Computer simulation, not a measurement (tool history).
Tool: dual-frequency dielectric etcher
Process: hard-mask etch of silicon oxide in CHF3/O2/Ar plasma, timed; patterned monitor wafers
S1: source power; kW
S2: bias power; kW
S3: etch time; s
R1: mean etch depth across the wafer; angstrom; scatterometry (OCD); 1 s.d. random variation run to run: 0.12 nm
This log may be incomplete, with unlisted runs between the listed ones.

{"run": 1, "hour": 0.0, "S1": 0.65, "S2": 0.206, "S3": 19.0, "R1": 394.06}
{"run": 2, "hour": 7.3, "S1": 0.68, "S2": 0.207, "S3": 19.0, "R1": 400.07}
{"run": 3, "hour": 11.3, "S1": 0.71, "S2": 0.208, "S3": 19.0, "R1": 408.3}
{"run": 4, "hour": 13.9, "S1": 0.71, "S2": 0.208, "S3": 17.5, "R1": 374.14}
{"run": 5, "hour": 21.8, "S1": 0.71, "S2": 0.208, "S3": 17.5, "R1": 375.61}
{"run": 6, "hour": 23.8, "S1": 0.74, "S2": 0.217, "S3": 17.5, "R1": 386.66}
{"run": 7, "hour": 32.3, "S1": 0.76, "S2": 0.225, "S3": 17.5, "R1": 393.34}
{"run": 8, "hour": 34.4, "S1": 0.78, "S2": 0.232, "S3": 17.5, "R1": 403.75}

What will run 9 give?
{"run": 9, "hour": 43.4, "S1": 0.8, "S2": 0.236, "S3": 17.5, "R1": "?"}

R1: 409.11 angstrom
